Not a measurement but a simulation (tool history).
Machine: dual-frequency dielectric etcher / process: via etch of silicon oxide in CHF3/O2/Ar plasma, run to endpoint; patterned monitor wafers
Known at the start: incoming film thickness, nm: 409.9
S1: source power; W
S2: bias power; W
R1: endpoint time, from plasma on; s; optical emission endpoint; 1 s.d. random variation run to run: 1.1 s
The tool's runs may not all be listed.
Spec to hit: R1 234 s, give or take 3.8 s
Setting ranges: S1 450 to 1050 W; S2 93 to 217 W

run  hour   S1   S2      R1
  1     0  750  155  210.18
  2     8  710  154  215.67
  3  12.7  710  136  218.76
  4  16.7  710  148  217.52
  5    24  690  147  218.63
  6    25  760  147  210.87
  7  28.5  730  146  212.32
  8  31.4  700  145  218.41
  9  39.5  680  144  221.41

Exactly one of the 4 candidate moves below puts every result within its allowed miss. Which one?
  A  47.6  710  166   ?
  B  47.6  670  140   ?
  C  47.6  650  148   ?
  D  47.6  690   94   ?

move      R1
   A  209.76
   B  222.26
   C  223.15
   D  233.36
A: its largest miss is bigger than the last run's
B: closer than the last run, but not yet in spec
C: closer than the last run, but not yet in spec
D: in spec on every target
D meets every target.

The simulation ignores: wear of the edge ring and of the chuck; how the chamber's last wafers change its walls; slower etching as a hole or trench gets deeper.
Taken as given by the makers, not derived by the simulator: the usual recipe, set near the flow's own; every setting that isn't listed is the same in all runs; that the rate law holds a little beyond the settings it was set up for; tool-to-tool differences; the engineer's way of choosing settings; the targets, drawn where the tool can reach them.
